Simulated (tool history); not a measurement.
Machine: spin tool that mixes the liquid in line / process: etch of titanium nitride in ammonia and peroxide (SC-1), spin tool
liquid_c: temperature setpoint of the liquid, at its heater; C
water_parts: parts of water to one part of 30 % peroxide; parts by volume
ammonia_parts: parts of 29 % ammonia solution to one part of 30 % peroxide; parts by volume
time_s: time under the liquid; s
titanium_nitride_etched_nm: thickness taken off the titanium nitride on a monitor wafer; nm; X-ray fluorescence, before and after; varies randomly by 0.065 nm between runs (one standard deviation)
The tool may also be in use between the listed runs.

run  hour  liquid_c  water_parts  ammonia_parts  time_s  titanium_nitride_etched_nm
  1   0.0      62.0         24.5            0.8     260                     18.8840
  2   5.0      62.0         32.0            0.8     260                     16.3900
  3  11.0      60.5         32.0            0.8     260                     14.9710
  4  18.8      59.5         32.0            0.8     260                     13.7780
  5  26.3      58.5         32.0            0.8     260                     12.9460
  6  27.8      57.5         32.0            0.8     260                     12.1940

Run 7 has not been measured yet. What should we expect?
  7  34.0      49.5         32.0            0.8     260                           ?

{"run 7": {"titanium_nitride_etched_nm": 7.0798}}
